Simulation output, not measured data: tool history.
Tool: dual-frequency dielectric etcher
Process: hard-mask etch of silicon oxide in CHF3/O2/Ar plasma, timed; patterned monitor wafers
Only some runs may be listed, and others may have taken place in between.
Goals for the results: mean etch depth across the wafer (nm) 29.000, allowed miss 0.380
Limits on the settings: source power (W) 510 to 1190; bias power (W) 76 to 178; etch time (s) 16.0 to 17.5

| run | day | source power (W) | bias power (W) | etch time (s) | mean etch depth across the wafer (nm) |
|---|---|---|---|---|---|
| 1 | 0.000 | 850 | 127 | 17.5 | 32.905 |
| 2 | 0.279 | 850 | 104 | 17.5 | 31.297 |
| 3 | 0.546 | 850 | 120 | 17.5 | 32.385 |
| 4 | 0.771 | 760 | 120 | 17.5 | 31.384 |
| 5 | 1.029 | 760 | 120 | 17.5 | 31.514 |
| 6 | 1.338 | 730 | 119 | 17.5 | 30.937 |
| 7 | 1.650 | 710 | 119 | 17.5 | 30.630 |
| 8 | 1.792 | 690 | 119 | 17.5 | 30.658 |
| 9 | 2.071 | 670 | 119 | 17.5 | 30.359 |
| 10 | 2.338 | 660 | 119 | 17.5 | 30.166 |

Next run, 5 choices. One meets every target within its allowed miss, the rest don't. Which?
| A | 2.604 | 510 | 114 | 17.5 | ? |
| B | 2.604 | 620 | 121 | 17.0 | ? |
| C | 2.604 | 720 | 124 | 17.5 | ? |
| D | 2.604 | 880 | 104 | 17.0 | ? |
| E | 2.604 | 680 | 120 | 17.5 | ? |

| move | mean etch depth across the wafer (nm) |
|---|---|
| A | 27.923 |
| B | 28.948 |
| C | 31.211 |
| D | 30.604 |
| E | 30.459 |
A: the result that was furthest off in the last run now lies on the other side of its target
B: meets every target
C: lands further from the targets than the last run did
D: lands further from the targets than the last run did
E: lands further from the targets than the last run did
B meets every target.
